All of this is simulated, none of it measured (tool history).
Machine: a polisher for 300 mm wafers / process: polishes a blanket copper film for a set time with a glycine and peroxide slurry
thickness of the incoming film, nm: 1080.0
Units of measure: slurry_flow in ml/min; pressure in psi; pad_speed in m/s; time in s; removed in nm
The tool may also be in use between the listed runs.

run  hour  slurry_flow  pressure  pad_speed  time  removed
  1     0          170       2.7       1.14    40   223.64
  2   2.8          185       2.9       1.14    40   238.36
  3   8.9          190         3       1.14    40   242.03
  4  14.5          190         3       1.34    40   268.28
  5    21          190         3       1.34    36   243.57
  6  22.1          160         3       1.34    36   236.51
  7  28.8          185       3.1       1.34    36   244.28
  8    37          200       3.2       1.34    36   254.12

Run 9 comes next. What will it give?
  9  45.1          205       3.3       1.34    36        ?

removed: 262.48 nm
